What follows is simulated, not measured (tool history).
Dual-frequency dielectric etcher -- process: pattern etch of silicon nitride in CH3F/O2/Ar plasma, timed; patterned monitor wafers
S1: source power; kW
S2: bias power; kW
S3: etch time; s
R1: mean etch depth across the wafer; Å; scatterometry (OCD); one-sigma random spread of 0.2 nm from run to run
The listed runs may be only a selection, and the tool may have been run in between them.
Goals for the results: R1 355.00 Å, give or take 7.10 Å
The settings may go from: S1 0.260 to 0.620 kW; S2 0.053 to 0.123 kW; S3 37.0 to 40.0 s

run	hour	S1	S2	S3	R1
1	0.0	0.440	0.088	40.0	322.69
2	8.2	0.440	0.082	40.0	310.66
3	9.0	0.400	0.082	40.0	299.60
4	14.2	0.420	0.083	40.0	307.33
5	21.2	0.420	0.075	40.0	300.24
6	26.0	0.440	0.076	40.0	305.44
7	27.5	0.460	0.077	40.0	308.88
8	36.4	0.480	0.079	40.0	318.69
9	41.9	0.500	0.080	40.0	326.72
10	49.1	0.510	0.080	40.0	331.64
11	53.6	0.520	0.080	40.0	330.65

Consider the 4 candidate settings below. Which is the only one whose results all fall within their allowed miss of target?
A	58.1	0.620	0.088	39.0	?
B	58.1	0.510	0.098	38.0	?
C	58.1	0.530	0.088	39.5	?
D	58.1	0.600	0.086	38.5	?

move	R1
A	354.31
B	331.70
C	337.99
D	342.94
A: every result within its allowed miss
B: no nearer and no further than the last run
C: closes in on the targets versus the last run, not all within tolerance yet
D: closes in on the targets versus the last run, not all within tolerance yet
The right move is A.
